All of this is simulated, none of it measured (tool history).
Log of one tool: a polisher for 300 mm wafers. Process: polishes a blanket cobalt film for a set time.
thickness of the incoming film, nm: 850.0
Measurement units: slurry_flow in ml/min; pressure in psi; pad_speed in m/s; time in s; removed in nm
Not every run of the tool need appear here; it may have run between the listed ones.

run 1 hour=0 | slurry_flow=270 pressure=1.3 pad_speed=0.86 time=35 | removed=73.994
run 2 hour=2.7 | slurry_flow=270 pressure=1.4 pad_speed=0.86 time=35 | removed=79.01
run 3 hour=3.5 | slurry_flow=270 pressure=1.4 pad_speed=0.86 time=32 | removed=72.019
run 4 hour=9.2 | slurry_flow=270 pressure=1.4 pad_speed=0.94 time=32 | removed=79.324
run 5 hour=16.8 | slurry_flow=270 pressure=1.5 pad_speed=0.94 time=32 | removed=83.769
run 6 hour=22.3 | slurry_flow=270 pressure=1.6 pad_speed=0.94 time=32 | removed=89.238

Run 7 is up next; what results do you expect?
run 7 hour=30.4 | slurry_flow=270 pressure=1.7 pad_speed=0.94 time=32 | removed=?

{"run 7": {"removed": 94.901}}
